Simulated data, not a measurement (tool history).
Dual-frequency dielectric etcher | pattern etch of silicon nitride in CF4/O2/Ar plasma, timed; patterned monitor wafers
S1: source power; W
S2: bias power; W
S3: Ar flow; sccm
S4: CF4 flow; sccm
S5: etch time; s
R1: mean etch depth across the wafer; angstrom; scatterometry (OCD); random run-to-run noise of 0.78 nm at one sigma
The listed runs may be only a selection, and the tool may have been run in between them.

run 1 day=0.000 | S1=470 S2=37 S3=115 S4=113 S5=76.0 | R1=1186.2
run 2 day=0.150 | S1=470 S2=37 S3=132 S4=113 S5=76.0 | R1=1165.7
run 3 day=0.408 | S1=470 S2=37 S3=152 S4=113 S5=76.0 | R1=1127.0
run 4 day=0.500 | S1=470 S2=37 S3=152 S4=113 S5=69.5 | R1=1037.6
run 5 day=0.629 | S1=470 S2=37 S3=152 S4=127 S5=69.5 | R1=1053.4
run 6 day=0.971 | S1=470 S2=32 S3=152 S4=127 S5=69.5 | R1=1005.1
run 7 day=1.308 | S1=520 S2=32 S3=152 S4=127 S5=69.5 | R1=1075.8
run 8 day=1.575 | S1=560 S2=33 S3=151 S4=127 S5=69.5 | R1=1145.1

What does the tool deliver on the next run?
run 9 day=1.871 | S1=590 S2=34 S3=150 S4=127 S5=69.5 | R1=?

Run 9 measured R1 1205.1 angstrom.
